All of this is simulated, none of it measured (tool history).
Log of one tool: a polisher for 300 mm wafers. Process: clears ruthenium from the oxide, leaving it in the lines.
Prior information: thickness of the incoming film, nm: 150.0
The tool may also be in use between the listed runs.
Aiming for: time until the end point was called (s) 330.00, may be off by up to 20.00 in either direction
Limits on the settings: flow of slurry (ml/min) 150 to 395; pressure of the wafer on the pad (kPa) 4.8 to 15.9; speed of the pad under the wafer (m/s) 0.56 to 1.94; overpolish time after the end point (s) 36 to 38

run,hour,flow of slurry (ml/min),pressure of the wafer on the pad (kPa),speed of the pad under the wafer (m/s),overpolish time after the end point (s),time until the end point was called (s)
1,0.0,250,10.3,1.24,36,190.22
2,6.2,250,10.3,1.24,36,197.88
3,12.8,315,10.3,1.24,36,181.43
4,14.9,315,10.3,1.24,38,183.60
5,22.3,310,9.0,1.22,38,221.02
6,24.8,305,8.3,1.20,38,231.05
7,31.9,305,8.3,1.20,38,237.78
8,35.0,305,7.6,1.18,38,260.40
# hour 37.4: head pressure recalibrated
9,37.4,305,6.9,1.18,38,270.87
10,40.7,305,6.2,1.18,38,293.69

Pick the move, out of 5, that brings all results within their allowed miss; only one does.
A,44.0,255,6.2,1.48,38,?
B,44.0,295,5.5,1.18,37,?
C,44.0,395,6.2,1.36,36,?
D,44.0,345,6.9,1.14,36,?
E,44.0,335,6.9,1.32,38,?

move,time until the end point was called (s)
A,252.11
B,337.77
C,260.85
D,277.43
E,245.23
A: its largest miss is bigger than the last run's
B: each result inside its tolerance
C: its largest miss is bigger than the last run's
D: its largest miss is bigger than the last run's
E: its largest miss is bigger than the last run's
The right move is B.
